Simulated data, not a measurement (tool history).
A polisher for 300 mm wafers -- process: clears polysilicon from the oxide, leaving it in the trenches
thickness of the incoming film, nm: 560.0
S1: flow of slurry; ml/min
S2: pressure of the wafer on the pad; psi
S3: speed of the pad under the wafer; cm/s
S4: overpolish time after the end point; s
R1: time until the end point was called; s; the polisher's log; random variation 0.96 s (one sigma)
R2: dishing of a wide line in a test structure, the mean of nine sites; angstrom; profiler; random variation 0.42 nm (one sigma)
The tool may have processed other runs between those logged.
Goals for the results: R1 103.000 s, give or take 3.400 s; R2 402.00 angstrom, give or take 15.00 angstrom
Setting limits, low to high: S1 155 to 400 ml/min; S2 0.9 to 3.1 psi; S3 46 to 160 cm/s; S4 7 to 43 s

| run | hour | S1 | S2 | S3 | S4 | R1 | R2 |
|---|---|---|---|---|---|---|---|
| 1 | 0.0 | 255 | 2.0 | 102 | 22 | 54.776 | 560.67 |
| 2 | 6.8 | 255 | 2.0 | 86 | 22 | 63.711 | 544.38 |
| 3 | 15.2 | 285 | 1.8 | 82 | 19 | 71.979 | 513.00 |
| 4 | 21.8 | 285 | 1.3 | 82 | 19 | 90.952 | 474.24 |
| 5 | 27.2 | 285 | 1.3 | 98 | 19 | 79.667 | 493.59 |
| 6 | 31.1 | 310 | 1.2 | 96 | 16 | 84.945 | 459.73 |
| 7 | 39.8 | 315 | 1.1 | 94 | 14 | 91.365 | 408.86 |
| 8 | 44.7 | 310 | 1.1 | 94 | 14 | 92.122 | 412.30 |
| 9 | 52.3 | 295 | 0.9 | 94 | 12 | 105.170 | 349.34 |
| 10 | 56.0 | 305 | 0.9 | 94 | 12 | 105.350 | 348.68 |
| 11 | 61.5 | 315 | 0.9 | 92 | 12 | 106.400 | 345.46 |

Exactly one of the 5 candidate moves below puts every result within its allowed miss. Which one?
| A | 67.0 | 300 | 1.0 | 82 | 15 | ? | ? |
| B | 67.0 | 260 | 1.6 | 56 | 17 | ? | ? |
| C | 67.0 | 280 | 1.0 | 96 | 12 | ? | ? |
| D | 67.0 | 345 | 0.9 | 94 | 15 | ? | ? |
| E | 67.0 | 305 | 1.1 | 76 | 17 | ? | ? |

| move | R1 | R2 |
|---|---|---|
| A | 111.050 | 385.07 |
| B | 114.800 | 404.57 |
| C | 95.985 | 368.53 |
| D | 103.280 | 400.48 |
| E | 111.620 | 410.47 |
A: nearer than the last run, and not there yet
B: corrects the largest miss of the last run, while another result sits out of spec
C: nearer than the last run, and not there yet
D: in spec on every target
E: corrects the largest miss of the last run, while another result sits out of spec
D is the move that brings every result within its allowed miss.

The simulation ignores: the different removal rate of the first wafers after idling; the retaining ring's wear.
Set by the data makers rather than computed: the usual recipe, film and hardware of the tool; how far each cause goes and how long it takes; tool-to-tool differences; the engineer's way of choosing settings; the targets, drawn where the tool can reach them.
